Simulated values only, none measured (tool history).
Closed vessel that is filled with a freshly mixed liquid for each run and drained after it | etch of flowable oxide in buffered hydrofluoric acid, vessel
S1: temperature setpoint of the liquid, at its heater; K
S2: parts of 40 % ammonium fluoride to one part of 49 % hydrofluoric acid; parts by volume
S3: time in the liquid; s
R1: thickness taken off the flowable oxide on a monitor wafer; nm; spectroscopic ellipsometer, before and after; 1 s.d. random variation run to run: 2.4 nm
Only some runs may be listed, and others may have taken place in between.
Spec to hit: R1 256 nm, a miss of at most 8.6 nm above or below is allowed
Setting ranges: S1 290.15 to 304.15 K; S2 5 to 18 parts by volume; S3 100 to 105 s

run  hour      S1    S2   S3      R1
  1     0  296.15    11  100  397.01
  2   2.2  298.15    11  100  442.77
  3     6  295.65  11.5  100  365.11
  4     7  294.15  11.5  100  335.72
  5   8.1  292.65  11.5  100  303.83
  6  11.1  295.15  11.5  100  353.34
  7  19.5  293.65  11.5  100  332.88
  8  22.6  290.15    13  100  237.66
  9    24  290.65    13  100  249.07

Which single option among these 4 for the next run brings every result within its allowed miss of target? Just one does.
  A  25.4  293.15  15.5  100   ?
  B  25.4  291.65    14  100   ?
  C  25.4  290.65    13  105   ?
  D  25.4  290.15    13  100   ?

move      R1
   A  235.95
   B  239.66
   C  255.69
   D  236.66
A: misses by more than the last run did
B: misses by more than the last run did
C: all results land within tolerance of their targets
D: misses by more than the last run did
So the answer is move C, the one that meets all the targets.
